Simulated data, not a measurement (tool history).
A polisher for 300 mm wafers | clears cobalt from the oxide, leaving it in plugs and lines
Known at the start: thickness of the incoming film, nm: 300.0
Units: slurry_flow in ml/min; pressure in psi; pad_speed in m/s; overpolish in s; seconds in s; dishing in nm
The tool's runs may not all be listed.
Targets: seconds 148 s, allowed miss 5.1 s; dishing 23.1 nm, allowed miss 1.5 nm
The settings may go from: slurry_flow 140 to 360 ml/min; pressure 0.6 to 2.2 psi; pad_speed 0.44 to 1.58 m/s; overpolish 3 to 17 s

run 1 hour=0 | slurry_flow=230 pressure=1.4 pad_speed=1 overpolish=9 | seconds=104.93 dishing=21.362
run 2 hour=7.3 | slurry_flow=230 pressure=1.4 pad_speed=1 overpolish=6 | seconds=104.86 dishing=14.952
run 3 hour=12.1 | slurry_flow=230 pressure=1.4 pad_speed=1 overpolish=9 | seconds=104.19 dishing=21.553
run 4 hour=19.3 | slurry_flow=260 pressure=1.4 pad_speed=1 overpolish=9 | seconds=104.34 dishing=21.101
run 5 hour=24.4 | slurry_flow=235 pressure=1.4 pad_speed=1 overpolish=9 | seconds=106.18 dishing=21.63
run 6 hour=25.4 | slurry_flow=215 pressure=1.4 pad_speed=1 overpolish=9 | seconds=103.58 dishing=21.246
run 7 hour=27.9 | slurry_flow=215 pressure=1.2 pad_speed=1 overpolish=10 | seconds=121.73 dishing=20.004
run 8 hour=34 | slurry_flow=215 pressure=1.2 pad_speed=1 overpolish=10 | seconds=123.27 dishing=20.258
run 9 hour=39 | slurry_flow=210 pressure=0.9 pad_speed=1 overpolish=14 | seconds=161.42 dishing=21.869

5 next moves are on the table. One of them brings every result within its allowed miss. Which?
run A hour=44 | slurry_flow=150 pressure=0.9 pad_speed=1.18 overpolish=11 | seconds=? dishing=?
run B hour=44 | slurry_flow=240 pressure=0.8 pad_speed=1.22 overpolish=14 | seconds=? dishing=?
run C hour=44 | slurry_flow=230 pressure=0.9 pad_speed=1.12 overpolish=11 | seconds=? dishing=?
run D hour=44 | slurry_flow=190 pressure=0.9 pad_speed=1.08 overpolish=12 | seconds=? dishing=?
run E hour=44 | slurry_flow=270 pressure=0.6 pad_speed=1.28 overpolish=13 | seconds=? dishing=?

move=A seconds=140.54 dishing=19.595
move=B seconds=145.65 dishing=23.102
move=C seconds=142.04 dishing=19.431
move=D seconds=149.7 dishing=19.99
move=E seconds=180.44 dishing=18.334
A: takes the result that was furthest off past its target
B: meets every target
C: takes the result that was furthest off past its target
D: brings the result that was furthest off to its target, and leaves another outside
E: further off than the last run
Move B is the one to make.

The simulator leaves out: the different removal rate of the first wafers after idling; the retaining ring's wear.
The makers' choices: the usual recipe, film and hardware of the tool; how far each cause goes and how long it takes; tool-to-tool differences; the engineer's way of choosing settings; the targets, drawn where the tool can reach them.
